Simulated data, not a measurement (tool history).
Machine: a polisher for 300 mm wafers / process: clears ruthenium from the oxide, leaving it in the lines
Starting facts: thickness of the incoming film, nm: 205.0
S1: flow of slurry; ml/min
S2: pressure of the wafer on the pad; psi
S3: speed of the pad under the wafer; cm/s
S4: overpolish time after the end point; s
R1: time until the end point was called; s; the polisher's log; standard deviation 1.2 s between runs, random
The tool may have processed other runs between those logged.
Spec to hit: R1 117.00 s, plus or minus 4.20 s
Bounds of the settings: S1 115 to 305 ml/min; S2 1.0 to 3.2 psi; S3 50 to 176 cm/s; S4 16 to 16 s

Run 1, hour 0.0: S1 195 ml/min, S2 2.1 psi, S3 112 cm/s, S4 16 s. Result: R1 162.48 s.
Run 2, hour 3.0: S1 195 ml/min, S2 2.1 psi, S3 112 cm/s, S4 16 s. Result: R1 164.85 s.
Run 3, hour 10.9: S1 200 ml/min, S2 2.3 psi, S3 112 cm/s, S4 16 s. Result: R1 151.31 s.
Run 4, hour 19.7: S1 200 ml/min, S2 2.5 psi, S3 112 cm/s, S4 16 s. Result: R1 134.04 s.
Run 5, hour 26.2: S1 200 ml/min, S2 2.5 psi, S3 112 cm/s, S4 16 s. Result: R1 136.62 s.
Run 6, hour 29.6: S1 240 ml/min, S2 2.5 psi, S3 112 cm/s, S4 16 s. Result: R1 131.97 s.
Run 7, hour 30.5: S1 240 ml/min, S2 2.6 psi, S3 112 cm/s, S4 16 s. Result: R1 127.00 s.
Run 8, hour 35.0: S1 240 ml/min, S2 2.7 psi, S3 112 cm/s, S4 16 s. Result: R1 125.01 s.

Which of these 5 next moves meets every target?
Run A, hour 39.5: S1 205 ml/min, S2 2.6 psi, S3 132 cm/s, S4 16 s. Result: R1 ?.
Run B, hour 39.5: S1 245 ml/min, S2 2.8 psi, S3 90 cm/s, S4 16 s. Result: R1 ?.
Run C, hour 39.5: S1 275 ml/min, S2 2.4 psi, S3 112 cm/s, S4 16 s. Result: R1 ?.
Run D, hour 39.5: S1 210 ml/min, S2 2.3 psi, S3 172 cm/s, S4 16 s. Result: R1 ?.
Run E, hour 39.5: S1 235 ml/min, S2 2.7 psi, S3 106 cm/s, S4 16 s. Result: R1 ?.

move      R1
   A  117.48
   B  134.55
   C  136.43
   D  110.61
   E  127.61
A: all results land within tolerance of their targets
B: lands further from the targets than the last run did
C: lands further from the targets than the last run did
D: pushes the last run's worst result past its target
E: lands further from the targets than the last run did
A is the move that brings every result within its allowed miss.
